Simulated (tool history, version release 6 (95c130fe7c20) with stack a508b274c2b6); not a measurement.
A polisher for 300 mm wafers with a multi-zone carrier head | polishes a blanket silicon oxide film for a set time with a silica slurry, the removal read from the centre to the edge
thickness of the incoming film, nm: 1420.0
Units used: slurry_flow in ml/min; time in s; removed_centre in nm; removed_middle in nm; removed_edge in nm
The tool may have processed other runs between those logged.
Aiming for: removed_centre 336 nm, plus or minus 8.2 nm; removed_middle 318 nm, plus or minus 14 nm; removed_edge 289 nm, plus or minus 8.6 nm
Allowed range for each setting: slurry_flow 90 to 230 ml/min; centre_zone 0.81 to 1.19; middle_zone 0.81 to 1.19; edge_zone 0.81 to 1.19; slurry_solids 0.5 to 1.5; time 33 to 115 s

run	hour	slurry_flow	centre_zone	middle_zone	edge_zone	slurry_solids	time	removed_centre	removed_middle	removed_edge
1	0	150	1	1	1	1	73	379.42	390.65	399.54
2	4.4	150	1	1.08	1	1	73	380.63	423.6	395.08
3	8.5	150	1.01	1.07	0.98	0.95	73	374.64	401.4	385.06
4	14	150	1.01	1.07	0.98	0.75	73	318.11	346.73	327.21
5	21.7	150	1.02	1.07	0.96	0.75	73	318.76	343.46	325.46
6	26.4	150	1.02	1.07	0.96	0.75	87	378.9	410.96	390.94
7	35.3	150	1.02	1.07	0.96	0.75	87	377.84	407.58	387.85
# hour 39.5: centre zone pressure recalibrated
8	39.5	150	1.04	1.07	0.94	0.7	87	385.08	394.42	360.71
9	46.3	145	1.04	1.06	0.92	0.7	87	386.8	384.15	362.27
10	53.3	145	1.04	1.06	0.91	0.7	87	385.24	385.39	358.65
11	61.4	140	1.04	1.06	0.9	0.7	87	381.93	379.68	357.04
12	69	140	1.04	1.06	0.89	0.7	87	378.91	387.69	351.9
13	75.7	120	1.09	0.99	0.81	0.5	83	269.36	238.13	232.73
14	78.7	130	1.08	0.99	0.81	0.5	83	267.08	239.29	235.77
15	86.1	140	1.08	1	0.82	0.5	83	273.9	248.02	239.79
16	91.9	140	1.09	1.01	0.84	0.5	83	275.88	252.2	240.76

4 candidate next runs follow, results not yet known. Just one meets every target within its allowed miss. Identify it.
A	97.7	125	1.11	1.06	0.83	0.55	91	?	?	?
B	97.7	100	1.17	0.86	0.82	0.5	77	?	?	?
C	97.7	115	1.15	0.88	0.88	0.5	68	?	?	?
D	97.7	160	1.05	1.13	0.98	0.5	59	?	?	?

move	removed_centre	removed_middle	removed_edge
A	334.35	316.1	286.18
B	253.86	193.38	211.37
C	228.51	179.44	195.49
D	195.72	204.44	183.89
A: hits every target within its allowed miss
B: moves away from the targets compared with the last run
C: moves away from the targets compared with the last run
D: moves away from the targets compared with the last run
A meets every target.
